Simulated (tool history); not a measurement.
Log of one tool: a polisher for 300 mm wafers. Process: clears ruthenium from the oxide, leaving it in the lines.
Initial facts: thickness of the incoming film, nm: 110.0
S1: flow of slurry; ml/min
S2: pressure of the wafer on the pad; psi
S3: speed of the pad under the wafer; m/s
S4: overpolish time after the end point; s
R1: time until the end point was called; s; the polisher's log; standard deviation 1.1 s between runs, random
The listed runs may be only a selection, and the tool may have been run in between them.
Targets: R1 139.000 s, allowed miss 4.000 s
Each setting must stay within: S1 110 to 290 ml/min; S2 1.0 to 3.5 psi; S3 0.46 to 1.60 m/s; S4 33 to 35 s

run,hour,S1,S2,S3,S4,R1
1,0.0,185,2.2,1.02,33,76.572
2,5.4,145,2.2,1.02,33,78.632
3,7.5,145,2.1,1.02,33,82.293
4,14.3,145,2.0,1.02,33,87.048
5,22.3,145,2.0,1.02,33,86.665
6,27.8,145,1.9,1.02,33,89.922
7,33.5,135,1.3,0.98,33,132.550
8,42.3,130,1.2,0.98,33,143.800

Which of these 5 next moves meets every target?
A,51.1,160,1.1,0.96,33,?
B,51.1,190,1.4,0.78,33,?
C,51.1,120,1.2,0.92,34,?
D,51.1,110,1.1,1.00,35,?
E,51.1,155,1.2,0.90,33,?

move,R1
A,153.830
B,141.400
C,153.480
D,157.840
E,150.190
A: further off than the last run
B: every result within its allowed miss
C: further off than the last run
D: further off than the last run
E: further off than the last run
Answer: B

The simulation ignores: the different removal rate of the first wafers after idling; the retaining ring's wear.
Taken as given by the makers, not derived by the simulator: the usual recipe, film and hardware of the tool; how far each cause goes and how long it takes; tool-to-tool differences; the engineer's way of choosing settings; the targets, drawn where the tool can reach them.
